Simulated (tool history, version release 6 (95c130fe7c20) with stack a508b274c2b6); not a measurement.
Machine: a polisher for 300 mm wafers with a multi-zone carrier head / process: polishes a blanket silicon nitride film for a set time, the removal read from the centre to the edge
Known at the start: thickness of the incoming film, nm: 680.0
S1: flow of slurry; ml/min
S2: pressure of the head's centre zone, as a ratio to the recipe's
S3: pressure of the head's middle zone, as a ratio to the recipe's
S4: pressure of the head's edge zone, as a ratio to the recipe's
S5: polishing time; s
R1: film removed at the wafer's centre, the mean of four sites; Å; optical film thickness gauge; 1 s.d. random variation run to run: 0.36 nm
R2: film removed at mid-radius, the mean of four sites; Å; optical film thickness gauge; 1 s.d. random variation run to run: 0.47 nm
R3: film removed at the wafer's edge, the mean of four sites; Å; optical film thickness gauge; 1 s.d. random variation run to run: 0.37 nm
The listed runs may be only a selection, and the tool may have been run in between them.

run    day   S1    S2    S3    S4  S5      R1      R2      R3
  1      0  170     1     1     1  33  333.94  340.37  333.76
  2  0.279  195     1     1     1  33  345.05  353.19   335.9
  3   0.65  195  0.96     1     1  33  324.25  346.74  343.98
  4  0.904  195  0.96     1     1  25  243.86  266.19  256.22
  5  1.221  195  0.96     1  0.95  25  252.93  266.72  254.22
  6  1.458  200  0.97  1.01  0.95  25  248.91  261.02  256.61

Run 7, settings as shown, results not yet in. Your forecast:
  7  1.688  195   1  1.03  0.96  25   ?   ?   ?

{"run 7": {"R1": 259.32, "R2": 268.52, "R3": 253.68}}
